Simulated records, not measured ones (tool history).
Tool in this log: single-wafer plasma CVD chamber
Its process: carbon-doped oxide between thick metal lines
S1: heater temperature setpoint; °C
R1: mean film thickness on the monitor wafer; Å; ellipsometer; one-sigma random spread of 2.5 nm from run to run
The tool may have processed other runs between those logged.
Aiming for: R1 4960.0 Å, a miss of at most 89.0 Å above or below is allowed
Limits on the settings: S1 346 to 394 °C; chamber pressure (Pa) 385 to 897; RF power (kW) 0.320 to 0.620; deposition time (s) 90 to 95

run 1 day=0.000 | S1=370 chamber_pressure_(Pa)=641 RF_power_(kW)=0.470 deposition_time_(s)=95 | R1=4174.1
run 2 day=0.088 | S1=370 chamber_pressure_(Pa)=641 RF_power_(kW)=0.470 deposition_time_(s)=90 | R1=3933.7
run 3 day=0.400 | S1=369 chamber_pressure_(Pa)=680 RF_power_(kW)=0.495 deposition_time_(s)=90 | R1=4059.3
run 4 day=0.738 | S1=367 chamber_pressure_(Pa)=689 RF_power_(kW)=0.520 deposition_time_(s)=91 | R1=4280.9
run 5 day=0.808 | S1=367 chamber_pressure_(Pa)=643 RF_power_(kW)=0.520 deposition_time_(s)=91 | R1=4289.8
run 6 day=0.858 | S1=367 chamber_pressure_(Pa)=643 RF_power_(kW)=0.545 deposition_time_(s)=91 | R1=4408.4
run 7 day=0.983 | S1=366 chamber_pressure_(Pa)=647 RF_power_(kW)=0.560 deposition_time_(s)=91 | R1=4468.6
run 8 day=1.292 | S1=365 chamber_pressure_(Pa)=652 RF_power_(kW)=0.570 deposition_time_(s)=92 | R1=4573.9
run 9 day=1.383 | S1=365 chamber_pressure_(Pa)=656 RF_power_(kW)=0.580 deposition_time_(s)=92 | R1=4642.7

Exactly one of the 4 candidate moves below puts every result within its allowed miss. Which one?
run A day=1.475 | S1=365 chamber_pressure_(Pa)=651 RF_power_(kW)=0.560 deposition_time_(s)=90 | R1=?
run B day=1.475 | S1=365 chamber_pressure_(Pa)=551 RF_power_(kW)=0.580 deposition_time_(s)=90 | R1=?
run C day=1.475 | S1=367 chamber_pressure_(Pa)=543 RF_power_(kW)=0.540 deposition_time_(s)=95 | R1=?
run D day=1.475 | S1=374 chamber_pressure_(Pa)=697 RF_power_(kW)=0.620 deposition_time_(s)=95 | R1=?

move=A R1=4476.8
move=B R1=4451.5
move=C R1=4466.6
move=D R1=4968.6
A: lands further from the targets than the last run did
B: lands further from the targets than the last run did
C: lands further from the targets than the last run did
D: all results in spec
Go with D: it meets all targets.

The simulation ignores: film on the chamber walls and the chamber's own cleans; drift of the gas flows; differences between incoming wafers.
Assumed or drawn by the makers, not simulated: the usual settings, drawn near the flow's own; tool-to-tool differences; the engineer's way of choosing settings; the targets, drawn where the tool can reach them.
